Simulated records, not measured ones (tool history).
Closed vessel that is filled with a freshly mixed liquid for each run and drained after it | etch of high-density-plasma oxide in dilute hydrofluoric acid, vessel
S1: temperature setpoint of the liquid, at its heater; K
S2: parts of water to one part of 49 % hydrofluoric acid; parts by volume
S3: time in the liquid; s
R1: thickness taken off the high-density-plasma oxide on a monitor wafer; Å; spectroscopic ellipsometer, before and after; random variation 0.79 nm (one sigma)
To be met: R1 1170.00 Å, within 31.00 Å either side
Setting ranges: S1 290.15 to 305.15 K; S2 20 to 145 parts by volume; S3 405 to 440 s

{"run": 1, "hour": 0.0, "S1": 297.15, "S2": 80, "S3": 405, "R1": 450.73}
{"run": 2, "hour": 5.4, "S1": 297.15, "S2": 95, "S3": 405, "R1": 373.58}
{"run": 3, "hour": 9.0, "S1": 297.15, "S2": 70, "S3": 405, "R1": 519.62}
{"run": 4, "hour": 14.7, "S1": 297.15, "S2": 70, "S3": 405, "R1": 522.05}
{"run": 5, "hour": 19.8, "S1": 297.15, "S2": 55, "S3": 405, "R1": 671.11}
{"run": 6, "hour": 20.5, "S1": 299.15, "S2": 55, "S3": 405, "R1": 734.66}
{"run": 7, "hour": 25.9, "S1": 301.15, "S2": 50, "S3": 405, "R1": 888.59}
{"run": 8, "hour": 32.4, "S1": 302.65, "S2": 50, "S3": 405, "R1": 945.24}

Which one of the following 4 next-run settings gets every result inside its allowed miss? There is exactly one.
{"run": "A", "hour": 38.9, "S1": 301.65, "S2": 45, "S3": 405, "R1": "?"}
{"run": "B", "hour": 38.9, "S1": 305.15, "S2": 50, "S3": 410, "R1": "?"}
{"run": "C", "hour": 38.9, "S1": 302.15, "S2": 40, "S3": 410, "R1": "?"}
{"run": "D", "hour": 38.9, "S1": 302.15, "S2": 45, "S3": 405, "R1": "?"}

move=A R1=1007.00
move=B R1=1044.50
move=C R1=1178.80
move=D R1=1027.20
A: moves toward the targets from the last run without getting all of them in spec
B: moves toward the targets from the last run without getting all of them in spec
C: all results in spec
D: moves toward the targets from the last run without getting all of them in spec
So the answer is move C, the one that meets all the targets.
